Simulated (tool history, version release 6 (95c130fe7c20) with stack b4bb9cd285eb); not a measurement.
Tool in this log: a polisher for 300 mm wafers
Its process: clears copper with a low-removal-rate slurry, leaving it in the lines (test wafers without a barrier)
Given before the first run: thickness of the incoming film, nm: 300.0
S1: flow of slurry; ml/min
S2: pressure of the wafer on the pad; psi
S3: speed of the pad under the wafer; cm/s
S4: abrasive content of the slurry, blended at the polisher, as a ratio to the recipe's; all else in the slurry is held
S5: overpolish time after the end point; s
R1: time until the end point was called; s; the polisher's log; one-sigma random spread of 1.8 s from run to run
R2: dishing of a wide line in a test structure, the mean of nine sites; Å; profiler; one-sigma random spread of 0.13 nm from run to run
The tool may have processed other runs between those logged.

Run 1, hour 0: S1 235 ml/min, S2 3.3 psi, S3 92 cm/s, S4 1, S5 9 s. Result: R1 87.761 s, R2 226.84 Å.
Run 2, hour 3.3: S1 235 ml/min, S2 2.9 psi, S3 88 cm/s, S4 1, S5 7 s. Result: R1 96.57 s, R2 154.55 Å.
Run 3, hour 10: S1 235 ml/min, S2 2.9 psi, S3 88 cm/s, S4 1.15, S5 7 s. Result: R1 94.35 s, R2 154.45 Å.
Run 4, hour 14.4: S1 235 ml/min, S2 2.9 psi, S3 104 cm/s, S4 1.15, S5 7 s. Result: R1 81.274 s, R2 180.39 Å.
Run 5, hour 18.5: S1 235 ml/min, S2 2.1 psi, S3 104 cm/s, S4 1.15, S5 7 s. Result: R1 100.83 s, R2 146.3 Å.
Run 6, hour 22.5: S1 235 ml/min, S2 2.1 psi, S3 104 cm/s, S4 1.35, S5 7 s. Result: R1 97.159 s, R2 157.01 Å.
Run 7, hour 25.7: S1 230 ml/min, S2 2 psi, S3 94 cm/s, S4 1.3, S5 6 s. Result: R1 112.27 s, R2 117.35 Å.

What will run 8 give?
Run 8, hour 33: S1 230 ml/min, S2 1.9 psi, S3 90 cm/s, S4 1.3, S5 6 s. Result: R1 ?, R2 ?.

For run 8 the tool returned R1 120.15 s, R2 109.11 Å.
